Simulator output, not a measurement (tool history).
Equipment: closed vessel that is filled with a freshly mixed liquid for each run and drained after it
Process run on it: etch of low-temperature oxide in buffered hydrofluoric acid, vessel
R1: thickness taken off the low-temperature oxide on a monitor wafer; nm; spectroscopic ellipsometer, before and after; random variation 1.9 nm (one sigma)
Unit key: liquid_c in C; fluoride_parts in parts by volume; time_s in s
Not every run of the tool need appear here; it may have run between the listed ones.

Run 1, day 0.000: liquid_c 21.0 C, fluoride_parts 9.0 parts by volume, time_s 90 s. Result: R1 465.20 nm.
Run 2, day 0.225: liquid_c 20.0 C, fluoride_parts 10.0 parts by volume, time_s 90 s. Result: R1 408.20 nm.
Run 3, day 0.588: liquid_c 20.0 C, fluoride_parts 8.0 parts by volume, time_s 90 s. Result: R1 494.10 nm.
Run 4, day 0.608: liquid_c 23.0 C, fluoride_parts 8.0 parts by volume, time_s 90 s. Result: R1 585.12 nm.
Run 5, day 0.829: liquid_c 26.5 C, fluoride_parts 8.0 parts by volume, time_s 90 s. Result: R1 703.80 nm.
Run 6, day 0.879: liquid_c 29.0 C, fluoride_parts 8.0 parts by volume, time_s 90 s. Result: R1 806.72 nm.
Run 7, day 1.133: liquid_c 29.0 C, fluoride_parts 8.0 parts by volume, time_s 90 s. Result: R1 809.30 nm.
Run 8, day 1.167: liquid_c 25.5 C, fluoride_parts 9.5 parts by volume, time_s 90 s. Result: R1 571.37 nm.
Run 9, day 1.242: liquid_c 23.0 C, fluoride_parts 10.5 parts by volume, time_s 90 s. Result: R1 461.35 nm.
Run 10, day 1.583: liquid_c 21.0 C, fluoride_parts 11.5 parts by volume, time_s 90 s. Result: R1 372.36 nm.

Run 11 is up next; what results do you expect?
Run 11, day 1.817: liquid_c 20.0 C, fluoride_parts 12.0 parts by volume, time_s 90 s. Result: R1 ?.

{"run 11": {"R1": 339.19}}
